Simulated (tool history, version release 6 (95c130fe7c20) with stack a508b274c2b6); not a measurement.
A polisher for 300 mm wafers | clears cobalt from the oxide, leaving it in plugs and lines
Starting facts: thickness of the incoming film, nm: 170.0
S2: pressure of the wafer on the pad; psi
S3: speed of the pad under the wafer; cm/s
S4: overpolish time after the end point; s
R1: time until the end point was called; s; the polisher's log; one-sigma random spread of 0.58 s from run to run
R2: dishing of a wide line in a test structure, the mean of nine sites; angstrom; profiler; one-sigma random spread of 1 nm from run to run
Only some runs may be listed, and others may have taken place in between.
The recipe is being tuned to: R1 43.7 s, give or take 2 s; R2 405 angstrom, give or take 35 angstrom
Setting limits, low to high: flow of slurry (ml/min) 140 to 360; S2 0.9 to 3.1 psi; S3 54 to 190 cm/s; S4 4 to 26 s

run 1 day=0 | flow_of_slurry_(ml/min)=230 S2=2 S3=122 S4=13 | R1=29.755 R2=472.71
run 2 day=0.338 | flow_of_slurry_(ml/min)=230 S2=2 S3=122 S4=10 | R1=29.159 R2=396.17
run 3 day=0.375 | flow_of_slurry_(ml/min)=230 S2=1.8 S3=122 S4=11 | R1=32.374 R2=422.12
run 4 day=0.542 | flow_of_slurry_(ml/min)=230 S2=1.7 S3=122 S4=11 | R1=33.427 R2=420.58
run 5 day=0.792 | flow_of_slurry_(ml/min)=275 S2=1.7 S3=122 S4=11 | R1=33.982 R2=410.04
run 6 day=0.929 | flow_of_slurry_(ml/min)=275 S2=1.7 S3=146 S4=11 | R1=28.027 R2=434.01
run 7 day=0.979 | flow_of_slurry_(ml/min)=275 S2=1.5 S3=144 S4=11 | R1=31.078 R2=424.67
run 8 day=1.333 | flow_of_slurry_(ml/min)=275 S2=1.4 S3=142 S4=11 | R1=33.405 R2=413.3
run 9 day=1.533 | flow_of_slurry_(ml/min)=275 S2=1.3 S3=140 S4=11 | R1=35.836 R2=393.64
run 10 day=1.6 | flow_of_slurry_(ml/min)=275 S2=1.2 S3=140 S4=12 | R1=37.102 R2=408.58
run 11 day=1.883 | flow_of_slurry_(ml/min)=275 S2=1.1 S3=138 S4=12 | R1=40.205 R2=389.35

Which of these 4 next moves meets every target?
run A day=2.167 | flow_of_slurry_(ml/min)=295 S2=1.1 S3=146 S4=13 | R1=? R2=?
run B day=2.167 | flow_of_slurry_(ml/min)=245 S2=1.1 S3=142 S4=14 | R1=? R2=?
run C day=2.167 | flow_of_slurry_(ml/min)=260 S2=1 S3=136 S4=14 | R1=? R2=?
run D day=2.167 | flow_of_slurry_(ml/min)=320 S2=1 S3=144 S4=15 | R1=? R2=?

move=A R1=38.149 R2=417.77
move=B R1=39.78 R2=426.03
move=C R1=43.332 R2=404.6
move=D R1=40.579 R2=438.67
A: lands further from the targets than the last run did
B: lands further from the targets than the last run did
C: in spec on every target
D: gains on the last run, yet a result remains outside its allowed miss
C meets every target.
